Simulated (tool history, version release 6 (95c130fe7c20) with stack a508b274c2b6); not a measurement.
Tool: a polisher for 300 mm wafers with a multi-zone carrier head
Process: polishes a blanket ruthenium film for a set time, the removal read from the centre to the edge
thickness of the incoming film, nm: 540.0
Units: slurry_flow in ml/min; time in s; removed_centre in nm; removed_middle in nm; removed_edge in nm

Run 1, hour 0: slurry_flow 295 ml/min, centre_zone 1, middle_zone 1, edge_zone 1, time 53 s. Result: removed_centre 42.614 nm, removed_middle 40.91 nm, removed_edge 40.63 nm.
Run 2, hour 6.6: slurry_flow 305 ml/min, centre_zone 1.01, middle_zone 1.03, edge_zone 1.03, time 55 s. Result: removed_centre 45.045 nm, removed_middle 44.579 nm, removed_edge 43.495 nm.
Run 3, hour 13: slurry_flow 260 ml/min, centre_zone 1.01, middle_zone 1.03, edge_zone 1.03, time 55 s. Result: removed_centre 44.094 nm, removed_middle 43.153 nm, removed_edge 42.434 nm.
Run 4, hour 18.6: slurry_flow 285 ml/min, centre_zone 1.03, middle_zone 1.06, edge_zone 1.06, time 56 s. Result: removed_centre 45.696 nm, removed_middle 45.445 nm, removed_edge 43.997 nm.
Run 5, hour 26.9: slurry_flow 260 ml/min, centre_zone 1.03, middle_zone 1.06, edge_zone 1.06, time 56 s. Result: removed_centre 45.772 nm, removed_middle 44.771 nm, removed_edge 43.795 nm.
Run 6, hour 32.5: slurry_flow 215 ml/min, centre_zone 1.03, middle_zone 1.06, edge_zone 1.06, time 56 s. Result: removed_centre 45.255 nm, removed_middle 44.557 nm, removed_edge 42.855 nm.
Run 7, hour 33.2: slurry_flow 235 ml/min, centre_zone 1.04, middle_zone 1.09, edge_zone 1.09, time 57 s. Result: removed_centre 47.155 nm, removed_middle 46.469 nm, removed_edge 44.794 nm.

The next listed run, before its measurement:
Run 8, hour 39.1: slurry_flow 255 ml/min, centre_zone 1.04, middle_zone 1.11, edge_zone 1.11, time 58 s. Result: removed_centre ?, removed_middle ?, removed_edge ?.

{"run 8": {"removed_centre": 47.446, "removed_middle": 48.56, "removed_edge": 46.775}}

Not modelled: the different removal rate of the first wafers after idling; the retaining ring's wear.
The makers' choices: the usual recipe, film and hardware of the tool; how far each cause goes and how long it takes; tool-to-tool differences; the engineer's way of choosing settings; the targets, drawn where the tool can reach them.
